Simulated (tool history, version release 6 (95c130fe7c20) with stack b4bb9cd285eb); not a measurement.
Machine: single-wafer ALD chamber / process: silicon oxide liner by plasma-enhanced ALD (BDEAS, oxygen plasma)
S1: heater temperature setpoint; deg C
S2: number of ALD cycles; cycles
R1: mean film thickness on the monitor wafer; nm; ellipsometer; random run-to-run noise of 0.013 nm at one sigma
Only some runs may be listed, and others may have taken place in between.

Run 1, day 0.000: S1 310 deg C, S2 49 cycles. Result: R1 4.7062 nm.
Run 2, day 0.125: S1 309 deg C, S2 51 cycles. Result: R1 4.9145 nm.
Run 3, day 0.175: S1 309 deg C, S2 56 cycles. Result: R1 5.3844 nm.
Run 4, day 0.483: S1 304 deg C, S2 56 cycles. Result: R1 5.4308 nm.
Run 5, day 0.721: S1 304 deg C, S2 57 cycles. Result: R1 5.5495 nm.
Run 6, day 0.867: S1 303 deg C, S2 58 cycles. Result: R1 5.6339 nm.
Run 7, day 1.054: S1 303 deg C, S2 59 cycles. Result: R1 5.7339 nm.

Run 8 is up next; what results do you expect?
Run 8, day 1.171: S1 303 deg C, S2 60 cycles. Result: R1 ?.

R1: 5.8457 nm
